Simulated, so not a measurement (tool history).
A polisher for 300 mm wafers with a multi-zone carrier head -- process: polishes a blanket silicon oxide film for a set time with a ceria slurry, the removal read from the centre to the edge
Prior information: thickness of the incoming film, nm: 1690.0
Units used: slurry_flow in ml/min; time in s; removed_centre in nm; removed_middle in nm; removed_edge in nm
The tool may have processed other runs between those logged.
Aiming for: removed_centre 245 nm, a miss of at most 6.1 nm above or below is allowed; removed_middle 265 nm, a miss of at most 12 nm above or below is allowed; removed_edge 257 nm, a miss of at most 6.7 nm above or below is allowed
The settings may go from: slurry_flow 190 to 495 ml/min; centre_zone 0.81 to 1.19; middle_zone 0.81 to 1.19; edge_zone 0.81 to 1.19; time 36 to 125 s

run,hour,slurry_flow,centre_zone,middle_zone,edge_zone,time,removed_centre,removed_middle,removed_edge
1,0,320,1,1,1,80,216.1,211.75,215.5
2,1.3,320,1,1,1,73,194.97,196.19,192.85
3,3.7,320,1,1.02,1.02,75,201.89,206.33,204.68
4,6.9,320,1,1.02,1.1,75,204.05,198.92,208.74
5,11.6,320,1,0.99,1.1,75,203.21,199.66,208.15
6,16.7,320,1,0.93,1.1,75,203.88,185.43,210.18
7,19.4,320,1,0.93,1.1,75,201.09,188.55,211.1
8,21.2,325,1,0.95,1.1,77,209.91,199.37,214.36

Next run, 5 choices. One meets every target within its allowed miss, the rest don't. Which?
A,23,190,1.01,0.93,1.19,106,?,?,?
B,23,385,1.17,1.05,0.96,61,?,?,?
C,23,420,0.97,1.13,0.99,98,?,?,?
D,23,445,0.92,1.02,1.01,94,?,?,?
E,23,385,0.91,1.04,1.1,96,?,?,?

move,removed_centre,removed_middle,removed_edge
A,266.37,248.22,293.32
B,191.46,173.04,162.93
C,265.73,298.24,266.52
D,245.17,263.26,259.2
E,245.31,270.36,273.16
A: moves the result that the last run missed by most past its target, out the other side
B: further off than the last run
C: moves the result that the last run missed by most past its target, out the other side
D: each result inside its tolerance
E: moves the result that the last run missed by most past its target, out the other side
The right move is D.

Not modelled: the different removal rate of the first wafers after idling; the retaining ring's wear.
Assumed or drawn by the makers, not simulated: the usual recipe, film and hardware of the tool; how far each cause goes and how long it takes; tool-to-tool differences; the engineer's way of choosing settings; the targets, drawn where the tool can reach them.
